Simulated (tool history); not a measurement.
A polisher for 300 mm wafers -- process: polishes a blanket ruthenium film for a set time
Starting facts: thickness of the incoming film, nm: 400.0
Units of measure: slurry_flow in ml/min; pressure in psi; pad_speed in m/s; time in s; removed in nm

run,hour,slurry_flow,pressure,pad_speed,time,removed
1,0.0,290,1.5,1.04,49,42.154
2,8.1,290,1.5,1.22,49,47.188
3,8.9,290,1.5,1.06,49,43.283
4,13.1,290,1.4,1.06,49,39.784
5,21.3,330,1.4,1.06,49,39.709
6,29.4,330,1.4,1.24,49,45.521
7,35.6,330,1.3,1.24,49,42.730

Estimate the outcome of run 8 from the log above:
8,36.8,330,1.2,1.24,49,?

Run 8 produced removed 39.842 nm.

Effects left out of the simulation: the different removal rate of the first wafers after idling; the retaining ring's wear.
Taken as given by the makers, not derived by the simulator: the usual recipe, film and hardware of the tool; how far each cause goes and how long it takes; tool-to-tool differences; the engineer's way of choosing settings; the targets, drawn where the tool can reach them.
